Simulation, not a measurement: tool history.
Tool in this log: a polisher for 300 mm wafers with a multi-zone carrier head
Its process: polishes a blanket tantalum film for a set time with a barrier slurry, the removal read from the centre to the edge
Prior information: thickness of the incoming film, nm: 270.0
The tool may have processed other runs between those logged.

run	hour	flow of slurry (ml/min)	pressure of the head's centre zone	pressure of the head's middle zone	pressure of the head's edge zone	abrasive content of the slurry	polishing time (s)	film removed at the wafer's centre (nm)	film removed at mid-radius (nm)	film removed at the wafer's edge (nm)
1	0	220	1	1	1	1	65	72.776	77.266	74.625
2	2.8	220	1	1.01	0.98	0.95	61	69.932	70.957	68.402
3	9.7	215	0.98	1.03	0.97	0.9	57	62.658	67.135	62.375
4	12.4	215	0.98	1	0.97	0.9	57	61.504	64.577	63.284
5	19.9	215	0.98	1	0.97	0.9	51	55.906	58.032	55.122
6	28.3	215	1.01	1	0.97	0.9	51	58.021	57.351	56.685
7	35.5	215	0.91	0.99	0.87	0.65	38	35.347	37.929	35.421

Run 8 comes next. What will it give?
8	38.3	215	0.91	1	0.87	0.65	38	?	?	?

{"run 8": {"film removed at the wafer's centre (nm)": 35.433, "film removed at mid-radius (nm)": 39.073, "film removed at the wafer's edge (nm)": 34.986}}
